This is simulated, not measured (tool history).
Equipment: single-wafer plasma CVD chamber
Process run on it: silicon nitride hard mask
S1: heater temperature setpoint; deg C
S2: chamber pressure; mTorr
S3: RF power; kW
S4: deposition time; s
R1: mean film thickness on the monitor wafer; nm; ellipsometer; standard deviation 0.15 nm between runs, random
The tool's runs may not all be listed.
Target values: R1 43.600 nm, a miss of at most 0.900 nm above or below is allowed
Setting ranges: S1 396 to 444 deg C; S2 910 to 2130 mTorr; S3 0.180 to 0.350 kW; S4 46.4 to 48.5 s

run,hour,S1,S2,S3,S4,R1
1,0.0,420,1520,0.265,48.5,49.179
2,6.3,420,1470,0.265,48.5,48.789
3,11.2,420,1470,0.265,46.4,46.608
4,12.2,420,1470,0.265,46.4,46.667
5,20.1,424,1470,0.265,46.4,46.467
6,24.6,418,1470,0.265,46.4,46.430
7,33.0,418,1440,0.265,46.4,46.538
8,38.5,418,1410,0.265,46.4,46.188
9,40.4,418,1380,0.265,46.4,45.686
10,44.1,418,1360,0.265,46.4,45.852
11,50.0,418,1130,0.255,46.4,41.835
12,51.5,418,1150,0.255,46.4,41.933
13,58.5,418,1160,0.255,46.4,42.239
14,65.4,418,1170,0.255,46.4,42.193
15,66.0,418,1170,0.255,46.4,42.168
16,67.6,418,1180,0.255,46.4,42.407
17,72.7,418,1190,0.255,46.4,42.345
18,80.5,418,1200,0.255,46.4,42.879

Pick the move, out of 4, that brings all results within their allowed miss; only one does.
A,88.3,417,1270,0.240,48.5,?
B,88.3,419,1030,0.260,46.4,?
C,88.3,413,1260,0.240,47.0,?
D,88.3,402,1140,0.255,46.4,?

move,R1
A,43.099
B,40.980
C,41.746
D,42.118
A: hits every target within its allowed miss
B: the biggest miss grows against the last run
C: the biggest miss grows against the last run
D: the biggest miss grows against the last run
Correct choice: A, which meets every target
